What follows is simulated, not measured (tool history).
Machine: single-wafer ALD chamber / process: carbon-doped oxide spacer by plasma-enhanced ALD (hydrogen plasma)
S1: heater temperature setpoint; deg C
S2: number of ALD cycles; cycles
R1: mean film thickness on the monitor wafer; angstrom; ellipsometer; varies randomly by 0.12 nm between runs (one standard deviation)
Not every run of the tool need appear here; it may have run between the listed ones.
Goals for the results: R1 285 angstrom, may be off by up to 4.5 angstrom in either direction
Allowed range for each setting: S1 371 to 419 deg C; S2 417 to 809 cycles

run 1 hour=0 | S1=395 S2=613 | R1=329.02
run 2 hour=5.2 | S1=395 S2=542 | R1=290.86
run 3 hour=10.5 | S1=386 S2=542 | R1=291.18
run 4 hour=15.4 | S1=386 S2=477 | R1=255.05
run 5 hour=23.2 | S1=380 S2=477 | R1=257.3
-- hour=27.9 thermocouple changed; heater temperature recalibrated
run 6 hour=27.9 | S1=376 S2=477 | R1=255.15
run 7 hour=29.1 | S1=376 S2=487 | R1=259.54
run 8 hour=36.3 | S1=376 S2=496 | R1=267.33
run 9 hour=43.5 | S1=376 S2=502 | R1=271.14
run 10 hour=45.8 | S1=376 S2=506 | R1=273.29

Which single option among these 5 for the next run brings every result within its allowed miss of target? Just one does.
run A hour=48.1 | S1=378 S2=493 | R1=?
run B hour=48.1 | S1=376 S2=492 | R1=?
run C hour=48.1 | S1=376 S2=498 | R1=?
run D hour=48.1 | S1=378 S2=500 | R1=?
run E hour=48.1 | S1=371 S2=529 | R1=?

move=A R1=267.95
move=B R1=267.4
move=C R1=270.67
move=D R1=271.75
move=E R1=287.51
A: moves away from the targets compared with the last run
B: moves away from the targets compared with the last run
C: moves away from the targets compared with the last run
D: moves away from the targets compared with the last run
E: meets every target
Move E is the one to make.
